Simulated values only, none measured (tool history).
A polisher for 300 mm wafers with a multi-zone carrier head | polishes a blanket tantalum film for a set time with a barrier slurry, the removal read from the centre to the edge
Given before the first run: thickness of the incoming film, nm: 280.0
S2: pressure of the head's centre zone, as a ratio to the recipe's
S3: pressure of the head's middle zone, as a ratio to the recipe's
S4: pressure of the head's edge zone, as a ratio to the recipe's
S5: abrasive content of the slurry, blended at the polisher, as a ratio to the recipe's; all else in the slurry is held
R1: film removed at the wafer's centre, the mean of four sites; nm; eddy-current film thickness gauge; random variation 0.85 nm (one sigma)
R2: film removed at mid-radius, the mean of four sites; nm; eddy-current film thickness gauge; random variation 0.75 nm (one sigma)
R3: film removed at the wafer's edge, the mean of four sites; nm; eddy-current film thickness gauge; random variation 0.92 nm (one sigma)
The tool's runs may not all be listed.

Run 1, hour 0: flow of slurry (ml/min) 295, S2 1, S3 1, S4 1, S5 1, polishing time (s) 35. Result: R1 60.603 nm, R2 61.116 nm, R3 61.29 nm.
Run 2, hour 7.1: flow of slurry (ml/min) 295, S2 1, S3 1, S4 1, S5 1, polishing time (s) 40. Result: R1 70.559 nm, R2 69.899 nm, R3 69.719 nm.
Run 3, hour 15.4: flow of slurry (ml/min) 295, S2 1, S3 1, S4 1.04, S5 1, polishing time (s) 40. Result: R1 69.073 nm, R2 69.76 nm, R3 70.478 nm.
Run 4, hour 19.6: flow of slurry (ml/min) 295, S2 1, S3 1, S4 1.04, S5 1, polishing time (s) 45. Result: R1 77.452 nm, R2 79.29 nm, R3 77.988 nm.
Run 5, hour 28.4: flow of slurry (ml/min) 295, S2 1, S3 1, S4 1.04, S5 1.15, polishing time (s) 45. Result: R1 84.042 nm, R2 82.454 nm, R3 82.279 nm.
Run 6, hour 37.2: flow of slurry (ml/min) 295, S2 1.03, S3 1, S4 1.04, S5 1.15, polishing time (s) 45. Result: R1 83.561 nm, R2 82.499 nm, R3 82.24 nm.

What will run 7 give?
Run 7, hour 44.2: flow of slurry (ml/min) 295, S2 1.05, S3 1, S4 1.01, S5 1.05, polishing time (s) 45. Result: R1 ?, R2 ?, R3 ?.

R1: 83.475 nm
R2: 80.071 nm
R3: 78.152 nm
